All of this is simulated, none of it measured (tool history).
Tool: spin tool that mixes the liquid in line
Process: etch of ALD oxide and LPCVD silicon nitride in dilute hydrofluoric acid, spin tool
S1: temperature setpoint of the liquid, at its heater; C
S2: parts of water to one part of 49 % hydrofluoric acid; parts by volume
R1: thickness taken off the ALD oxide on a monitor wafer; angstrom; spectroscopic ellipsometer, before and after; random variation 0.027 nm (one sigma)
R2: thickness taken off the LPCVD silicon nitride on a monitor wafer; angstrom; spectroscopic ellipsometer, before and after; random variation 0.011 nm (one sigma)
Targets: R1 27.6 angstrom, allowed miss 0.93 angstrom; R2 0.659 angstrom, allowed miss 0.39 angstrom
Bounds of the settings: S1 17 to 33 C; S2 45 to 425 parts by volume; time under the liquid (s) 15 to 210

Run 1, hour 0: S1 25 C, S2 235 parts by volume, time under the liquid (s) 105. Result: R1 79.317 angstrom, R2 2.0322 angstrom.
Run 2, hour 0.5: S1 25 C, S2 195 parts by volume, time under the liquid (s) 105. Result: R1 98.993 angstrom, R2 2.1698 angstrom.
Run 3, hour 3.6: S1 27 C, S2 195 parts by volume, time under the liquid (s) 105. Result: R1 107.67 angstrom, R2 2.2484 angstrom.
Run 4, hour 8.3: S1 24.5 C, S2 250 parts by volume, time under the liquid (s) 105. Result: R1 72.827 angstrom, R2 1.7517 angstrom.
Run 5, hour 11.9: S1 22.5 C, S2 290 parts by volume, time under the liquid (s) 105. Result: R1 55.342 angstrom, R2 1.6251 angstrom.
Run 6, hour 14.6: S1 22.5 C, S2 290 parts by volume, time under the liquid (s) 145. Result: R1 76.025 angstrom, R2 2.1541 angstrom.
Run 7, hour 22.9: S1 21 C, S2 330 parts by volume, time under the liquid (s) 140. Result: R1 59.743 angstrom, R2 1.6261 angstrom.
Run 8, hour 30.7: S1 20 C, S2 360 parts by volume, time under the liquid (s) 135. Result: R1 50.036 angstrom, R2 1.0157 angstrom.
Run 9, hour 33.1: S1 20 C, S2 360 parts by volume, time under the liquid (s) 135. Result: R1 49.04 angstrom, R2 1.346 angstrom.
Run 10, hour 34.9: S1 19 C, S2 380 parts by volume, time under the liquid (s) 130. Result: R1 42.932 angstrom, R2 0.92633 angstrom.
Run 11, hour 40.1: S1 19.5 C, S2 395 parts by volume, time under the liquid (s) 120. Result: R1 37.818 angstrom, R2 0.86294 angstrom.
Run 12, hour 48.3: S1 19 C, S2 405 parts by volume, time under the liquid (s) 115. Result: R1 34.577 angstrom, R2 0.93613 angstrom.

4 next moves are on the table. One of them brings every result within its allowed miss. Which?
Run A, hour 56.5: S1 31.5 C, S2 425 parts by volume, time under the liquid (s) 120. Result: R1 ?, R2 ?.
Run B, hour 56.5: S1 17 C, S2 395 parts by volume, time under the liquid (s) 130. Result: R1 ?, R2 ?.
Run C, hour 56.5: S1 18.5 C, S2 360 parts by volume, time under the liquid (s) 80. Result: R1 ?, R2 ?.
Run D, hour 56.5: S1 17.5 C, S2 300 parts by volume, time under the liquid (s) 115. Result: R1 ?, R2 ?.

move      R1       R2
   A  50.295   1.8819
   B  37.527  0.93369
   C  27.511  0.69024
   D  48.086   1.1071
A: further off than the last run
B: further off than the last run
C: meets every target
D: further off than the last run
Answer: C

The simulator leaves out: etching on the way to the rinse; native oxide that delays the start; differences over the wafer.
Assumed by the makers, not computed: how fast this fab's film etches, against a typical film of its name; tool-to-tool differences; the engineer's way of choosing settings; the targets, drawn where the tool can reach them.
